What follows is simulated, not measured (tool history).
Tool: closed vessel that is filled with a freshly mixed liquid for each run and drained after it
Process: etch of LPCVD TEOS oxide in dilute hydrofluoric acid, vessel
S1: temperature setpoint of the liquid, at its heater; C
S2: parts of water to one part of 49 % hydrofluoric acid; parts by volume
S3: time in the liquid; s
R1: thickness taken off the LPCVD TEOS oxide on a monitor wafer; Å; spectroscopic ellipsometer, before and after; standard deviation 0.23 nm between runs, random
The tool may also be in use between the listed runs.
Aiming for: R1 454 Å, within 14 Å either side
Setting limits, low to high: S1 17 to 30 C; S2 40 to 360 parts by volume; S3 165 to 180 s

{"run": 1, "hour": 0.0, "S1": 22, "S2": 200, "S3": 165, "R1": 341.9}
{"run": 2, "hour": 6.2, "S1": 23.5, "S2": 200, "S3": 165, "R1": 361.62}
{"run": 3, "hour": 12.3, "S1": 23.5, "S2": 200, "S3": 165, "R1": 363.35}
{"run": 4, "hour": 14.5, "S1": 23.5, "S2": 200, "S3": 165, "R1": 360.09}
{"run": 5, "hour": 22.6, "S1": 23.5, "S2": 200, "S3": 165, "R1": 362.38}
{"run": 6, "hour": 31.5, "S1": 23.5, "S2": 200, "S3": 180, "R1": 393.62}
{"run": 7, "hour": 39.9, "S1": 24.5, "S2": 200, "S3": 180, "R1": 408.03}
{"run": 8, "hour": 48.3, "S1": 27.5, "S2": 195, "S3": 180, "R1": 471.96}

Exercise: of the 4 proposed moves below, exactly one satisfies all targets within the stated allowed misses. Which move is it?
{"run": "A", "hour": 56.7, "S1": 30, "S2": 200, "S3": 180, "R1": "?"}
{"run": "B", "hour": 56.7, "S1": 27, "S2": 185, "S3": 165, "R1": "?"}
{"run": "C", "hour": 56.7, "S1": 27.5, "S2": 180, "S3": 170, "R1": "?"}
{"run": "D", "hour": 56.7, "S1": 28, "S2": 180, "S3": 165, "R1": "?"}

move=A R1=497.35
move=B R1=451.32
move=C R1=489.5
move=D R1=483.73
A: moves away from the targets compared with the last run
B: hits every target within its allowed miss
C: moves away from the targets compared with the last run
D: moves away from the targets compared with the last run
B is the move that brings every result within its allowed miss.
